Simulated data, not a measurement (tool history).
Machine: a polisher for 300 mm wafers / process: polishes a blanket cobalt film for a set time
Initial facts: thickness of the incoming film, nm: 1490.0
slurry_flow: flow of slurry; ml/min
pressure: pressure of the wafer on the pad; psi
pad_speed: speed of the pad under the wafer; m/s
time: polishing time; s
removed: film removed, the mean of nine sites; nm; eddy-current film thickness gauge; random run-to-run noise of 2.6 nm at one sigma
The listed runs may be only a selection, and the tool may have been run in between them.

run 1 hour=0 | slurry_flow=135 pressure=1.4 pad_speed=1.16 time=64 | removed=302.86
run 2 hour=7.5 | slurry_flow=130 pressure=1.3 pad_speed=1.16 time=64 | removed=275.4
run 3 hour=14.7 | slurry_flow=125 pressure=1.3 pad_speed=1.16 time=64 | removed=271.95
run 4 hour=21.8 | slurry_flow=120 pressure=1.3 pad_speed=1.16 time=64 | removed=275.07
run 5 hour=25.1 | slurry_flow=120 pressure=1 pad_speed=1.16 time=64 | removed=215.62
run 6 hour=32.7 | slurry_flow=120 pressure=1 pad_speed=1.04 time=64 | removed=194.38

Run 7 has not been measured yet. What should we expect?
run 7 hour=41.2 | slurry_flow=145 pressure=1.4 pad_speed=1.06 time=64 | removed=?

Run 7 measured removed 283.4 nm.

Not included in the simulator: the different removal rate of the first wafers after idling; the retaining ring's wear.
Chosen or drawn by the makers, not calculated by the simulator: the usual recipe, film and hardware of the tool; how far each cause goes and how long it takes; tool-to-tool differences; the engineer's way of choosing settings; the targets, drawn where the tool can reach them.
